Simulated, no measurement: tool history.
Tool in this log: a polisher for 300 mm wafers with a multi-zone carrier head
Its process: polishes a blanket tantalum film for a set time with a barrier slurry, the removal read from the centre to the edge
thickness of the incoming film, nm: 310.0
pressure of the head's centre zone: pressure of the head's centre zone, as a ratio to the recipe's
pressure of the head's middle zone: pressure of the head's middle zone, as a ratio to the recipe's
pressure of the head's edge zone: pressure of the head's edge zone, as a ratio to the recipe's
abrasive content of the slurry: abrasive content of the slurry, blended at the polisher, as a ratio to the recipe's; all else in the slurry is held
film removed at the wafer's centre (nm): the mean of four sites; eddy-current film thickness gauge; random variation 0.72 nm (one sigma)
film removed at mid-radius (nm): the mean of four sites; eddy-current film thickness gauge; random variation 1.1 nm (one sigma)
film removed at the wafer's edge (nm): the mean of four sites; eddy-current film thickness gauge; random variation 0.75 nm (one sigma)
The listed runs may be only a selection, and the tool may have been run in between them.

run	hour	flow of slurry (ml/min)	pressure of the head's centre zone	pressure of the head's middle zone	pressure of the head's edge zone	abrasive content of the slurry	polishing time (s)	film removed at the wafer's centre (nm)	film removed at mid-radius (nm)	film removed at the wafer's edge (nm)
1	0	310	1	1	1	1	52	48.59	48.441	50.932
2	6.5	315	1.01	1.03	1.02	1.1	54	52.502	55.575	53.043
3	15.3	315	1.01	1.03	1.1	1.1	54	53.079	53.405	55.891
4	23.7	315	1.01	1.03	1.1	1.1	62	59.282	62.427	63.889
5	30.6	315	1.02	1.03	1.11	1.15	63	63.247	65.337	65.19
6	33.5	315	1.02	1.03	1.12	1.2	64	63.798	65.602	66.702
7	41.9	320	1.02	1.04	1.13	1.25	65	67.41	67.012	70.239
8	45.5	320	1.02	1.06	1.13	1.25	65	66.534	70.005	69.352
9	51.1	325	1.02	1.07	1.14	1.25	65	65.331	70.468	69.357

Forecast run 10:
# hour 55.8: worn pad replaced by a new one
10	55.8	330	1.07	1.1	1.16	1.4	65	?	?	?

{"run 10": {"film removed at the wafer's centre (nm)": 75.428, "film removed at mid-radius (nm)": 76.565, "film removed at the wafer's edge (nm)": 77.895}}
